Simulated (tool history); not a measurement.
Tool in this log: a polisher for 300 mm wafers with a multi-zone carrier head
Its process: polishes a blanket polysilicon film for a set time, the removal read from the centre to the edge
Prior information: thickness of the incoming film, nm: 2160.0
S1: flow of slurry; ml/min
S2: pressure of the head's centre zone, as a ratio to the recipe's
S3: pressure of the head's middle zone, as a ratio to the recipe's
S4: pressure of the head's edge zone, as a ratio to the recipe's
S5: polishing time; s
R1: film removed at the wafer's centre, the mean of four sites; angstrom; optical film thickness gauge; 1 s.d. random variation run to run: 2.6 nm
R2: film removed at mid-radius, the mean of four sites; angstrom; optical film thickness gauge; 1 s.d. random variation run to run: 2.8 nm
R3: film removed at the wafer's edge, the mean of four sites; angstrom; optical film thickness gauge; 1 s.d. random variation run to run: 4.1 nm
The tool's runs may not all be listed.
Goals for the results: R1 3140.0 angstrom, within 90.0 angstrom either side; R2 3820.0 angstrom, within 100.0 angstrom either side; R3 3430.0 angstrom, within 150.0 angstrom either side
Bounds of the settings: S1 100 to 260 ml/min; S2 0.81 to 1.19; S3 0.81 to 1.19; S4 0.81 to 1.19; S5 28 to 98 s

{"run": 1, "hour": 0.0, "S1": 165, "S2": 1.0, "S3": 1.0, "S4": 1.0, "S5": 63, "R1": 3999.9, "R2": 4011.6, "R3": 3934.3}
{"run": 2, "hour": 8.9, "S1": 160, "S2": 0.98, "S3": 1.01, "S4": 0.98, "S5": 63, "R1": 3915.2, "R2": 4084.0, "R3": 3898.6}
{"run": 3, "hour": 17.3, "S1": 160, "S2": 1.01, "S3": 1.01, "S4": 0.98, "S5": 63, "R1": 3982.2, "R2": 4119.6, "R3": 3900.5}
{"run": 4, "hour": 21.6, "S1": 160, "S2": 1.01, "S3": 1.09, "S4": 0.98, "S5": 63, "R1": 4006.8, "R2": 4318.8, "R3": 3920.6}
{"run": 5, "hour": 27.3, "S1": 160, "S2": 1.01, "S3": 1.09, "S4": 1.04, "S5": 63, "R1": 4082.5, "R2": 4354.3, "R3": 4012.4}
{"run": 6, "hour": 31.5, "S1": 160, "S2": 1.01, "S3": 1.09, "S4": 0.98, "S5": 63, "R1": 4055.2, "R2": 4325.3, "R3": 3859.7}
{"run": 7, "hour": 37.4, "S1": 155, "S2": 0.99, "S3": 1.08, "S4": 0.96, "S5": 63, "R1": 3945.3, "R2": 4276.0, "R3": 3915.3}
{"run": 8, "hour": 41.2, "S1": 155, "S2": 0.97, "S3": 1.09, "S4": 0.95, "S5": 62, "R1": 3744.7, "R2": 4270.5, "R3": 3754.0}
{"run": 9, "hour": 43.8, "S1": 150, "S2": 0.96, "S3": 1.08, "S4": 0.94, "S5": 62, "R1": 3703.9, "R2": 4240.1, "R3": 3663.7}
{"run": 10, "hour": 49.5, "S1": 145, "S2": 0.94, "S3": 1.06, "S4": 0.95, "S5": 62, "R1": 3610.0, "R2": 4094.6, "R3": 3626.9}
{"run": 11, "hour": 50.6, "S1": 145, "S2": 0.94, "S3": 1.06, "S4": 0.95, "S5": 62, "R1": 3587.8, "R2": 4075.3, "R3": 3658.5}
{"run": 12, "hour": 58.2, "S1": 140, "S2": 0.93, "S3": 1.06, "S4": 0.95, "S5": 62, "R1": 3513.9, "R2": 4052.9, "R3": 3743.9}
{"run": 13, "hour": 64.2, "S1": 135, "S2": 0.92, "S3": 1.06, "S4": 0.94, "S5": 62, "R1": 3424.9, "R2": 4028.3, "R3": 3653.4}
{"run": 14, "hour": 67.4, "S1": 130, "S2": 0.92, "S3": 1.06, "S4": 0.93, "S5": 62, "R1": 3381.9, "R2": 4004.8, "R3": 3546.6}
{"run": 15, "hour": 68.2, "S1": 125, "S2": 0.92, "S3": 1.06, "S4": 0.93, "S5": 62, "R1": 3408.9, "R2": 3946.9, "R3": 3563.0}
{"run": 16, "hour": 77.2, "S1": 120, "S2": 0.91, "S3": 1.06, "S4": 0.93, "S5": 62, "R1": 3324.7, "R2": 3945.9, "R3": 3538.2}
{"run": 17, "hour": 85.9, "S1": 115, "S2": 0.91, "S3": 1.06, "S4": 0.93, "S5": 62, "R1": 3283.5, "R2": 3905.9, "R3": 3512.4}

Below are 5 possible settings for the next run. Only one of them brings all results inside the allowed miss of their targets. Which is it?
{"run": "A", "hour": 94.6, "S1": 140, "S2": 0.9, "S3": 1.01, "S4": 0.82, "S5": 61, "R1": "?", "R2": "?", "R3": "?"}
{"run": "B", "hour": 94.6, "S1": 100, "S2": 0.94, "S3": 1.0, "S4": 0.92, "S5": 66, "R1": "?", "R2": "?", "R3": "?"}
{"run": "C", "hour": 94.6, "S1": 200, "S2": 0.89, "S3": 1.06, "S4": 0.96, "S5": 57, "R1": "?", "R2": "?", "R3": "?"}
{"run": "D", "hour": 94.6, "S1": 100, "S2": 0.9, "S3": 1.06, "S4": 0.9, "S5": 63, "R1": "?", "R2": "?", "R3": "?"}
{"run": "E", "hour": 94.6, "S1": 100, "S2": 0.9, "S3": 0.99, "S4": 0.9, "S5": 68, "R1": "?", "R2": "?", "R3": "?"}

move=A R1=3342.8 R2=3855.4 R3=3346.9
move=B R1=3408.7 R2=3780.5 R3=3586.2
move=C R1=3324.4 R2=4004.1 R3=3519.4
move=D R1=3115.5 R2=3792.4 R3=3386.0
move=E R1=3361.1 R2=3863.1 R3=3658.1
A: further off than the last run
B: further off than the last run
C: further off than the last run
D: in spec on every target
E: further off than the last run
The move that meets every target is D.

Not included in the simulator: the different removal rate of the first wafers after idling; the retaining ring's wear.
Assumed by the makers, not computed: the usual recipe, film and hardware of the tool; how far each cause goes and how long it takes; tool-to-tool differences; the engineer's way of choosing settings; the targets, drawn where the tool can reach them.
